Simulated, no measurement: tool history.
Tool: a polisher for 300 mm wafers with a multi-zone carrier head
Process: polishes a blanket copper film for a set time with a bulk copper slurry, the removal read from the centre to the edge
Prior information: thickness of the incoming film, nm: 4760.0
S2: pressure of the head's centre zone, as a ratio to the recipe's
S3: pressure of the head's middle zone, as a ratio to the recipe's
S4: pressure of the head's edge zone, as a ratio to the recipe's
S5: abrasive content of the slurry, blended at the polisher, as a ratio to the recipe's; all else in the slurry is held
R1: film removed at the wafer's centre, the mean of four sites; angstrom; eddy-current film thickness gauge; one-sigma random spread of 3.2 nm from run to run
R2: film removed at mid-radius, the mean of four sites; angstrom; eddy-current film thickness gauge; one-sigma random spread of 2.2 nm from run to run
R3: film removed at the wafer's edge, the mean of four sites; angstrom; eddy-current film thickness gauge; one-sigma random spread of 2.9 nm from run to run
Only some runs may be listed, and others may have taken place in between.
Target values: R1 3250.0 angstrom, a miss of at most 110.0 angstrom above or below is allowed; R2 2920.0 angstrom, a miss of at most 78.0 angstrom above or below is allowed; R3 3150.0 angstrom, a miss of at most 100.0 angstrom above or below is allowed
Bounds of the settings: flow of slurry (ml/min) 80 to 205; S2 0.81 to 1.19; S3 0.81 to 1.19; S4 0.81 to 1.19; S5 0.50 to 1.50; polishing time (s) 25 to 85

run 1 hour=0.0 | flow_of_slurry_(ml/min)=135 S2=1.00 S3=1.00 S4=1.00 S5=1.00 polishing_time_(s)=55 | R1=4173.7 R2=4120.6 R3=4213.6
run 2 hour=4.2 | flow_of_slurry_(ml/min)=135 S2=1.00 S3=1.00 S4=1.00 S5=1.00 polishing_time_(s)=66 | R1=5008.8 R2=4912.3 R3=5032.7
run 3 hour=5.4 | flow_of_slurry_(ml/min)=130 S2=1.00 S3=0.97 S4=0.97 S5=0.90 polishing_time_(s)=63 | R1=4526.2 R2=4488.7 R3=4693.5
run 4 hour=12.3 | flow_of_slurry_(ml/min)=130 S2=1.02 S3=0.96 S4=0.95 S5=0.80 polishing_time_(s)=59 | R1=4282.3 R2=4152.6 R3=4206.7
run 5 hour=16.3 | flow_of_slurry_(ml/min)=125 S2=1.03 S3=0.93 S4=0.94 S5=0.75 polishing_time_(s)=57 | R1=4170.3 R2=3792.6 R3=4028.4
run 6 hour=22.5 | flow_of_slurry_(ml/min)=120 S2=1.02 S3=0.92 S4=0.92 S5=0.70 polishing_time_(s)=55 | R1=3889.7 R2=3552.2 R3=3757.0
run 7 hour=29.6 | flow_of_slurry_(ml/min)=115 S2=1.01 S3=0.91 S4=0.90 S5=0.65 polishing_time_(s)=54 | R1=3685.2 R2=3441.9 R3=3601.8
run 8 hour=37.2 | flow_of_slurry_(ml/min)=110 S2=1.01 S3=0.90 S4=0.89 S5=0.60 polishing_time_(s)=53 | R1=3493.2 R2=3221.3 R3=3473.1
run 9 hour=39.3 | flow_of_slurry_(ml/min)=105 S2=1.01 S3=0.90 S4=0.88 S5=0.60 polishing_time_(s)=53 | R1=3514.7 R2=3197.6 R3=3387.6
run 10 hour=47.4 | flow_of_slurry_(ml/min)=100 S2=1.01 S3=0.89 S4=0.87 S5=0.60 polishing_time_(s)=53 | R1=3377.5 R2=3125.9 R3=3367.1
run 11 hour=52.4 | flow_of_slurry_(ml/min)=100 S2=1.01 S3=0.89 S4=0.87 S5=0.60 polishing_time_(s)=53 | R1=3383.1 R2=3110.1 R3=3346.8
run 12 hour=57.4 | flow_of_slurry_(ml/min)=95 S2=1.01 S3=0.89 S4=0.86 S5=0.60 polishing_time_(s)=53 | R1=3301.9 R2=3078.9 R3=3230.0
run 13 hour=62.2 | flow_of_slurry_(ml/min)=95 S2=1.01 S3=0.88 S4=0.86 S5=0.60 polishing_time_(s)=53 | R1=3315.9 R2=3060.6 R3=3294.8

Consider the 4 candidate settings below. Which is the only one whose results all fall within their allowed miss of target?
run A hour=67.0 | flow_of_slurry_(ml/min)=95 S2=0.96 S3=0.81 S4=0.87 S5=0.90 polishing_time_(s)=51 | R1=? R2=? R3=?
run B hour=67.0 | flow_of_slurry_(ml/min)=90 S2=0.98 S3=0.87 S4=0.86 S5=0.65 polishing_time_(s)=56 | R1=? R2=? R3=?
run C hour=67.0 | flow_of_slurry_(ml/min)=85 S2=1.01 S3=0.81 S4=0.90 S5=0.50 polishing_time_(s)=55 | R1=? R2=? R3=?
run D hour=67.0 | flow_of_slurry_(ml/min)=115 S2=1.02 S3=0.87 S4=0.90 S5=0.55 polishing_time_(s)=49 | R1=? R2=? R3=?

move=A R1=3203.0 R2=2967.0 R3=3350.9
move=B R1=3351.5 R2=3201.4 R3=3446.3
move=C R1=3197.9 R2=2832.8 R3=3297.3
move=D R1=3273.9 R2=2966.8 R3=3177.7
A: brings the last run's worst result on target, with another outside its allowed miss
B: moves away from the targets compared with the last run
C: takes the biggest miss from the last run beyond its target
D: all results in spec
D is the move that brings every result within its allowed miss.

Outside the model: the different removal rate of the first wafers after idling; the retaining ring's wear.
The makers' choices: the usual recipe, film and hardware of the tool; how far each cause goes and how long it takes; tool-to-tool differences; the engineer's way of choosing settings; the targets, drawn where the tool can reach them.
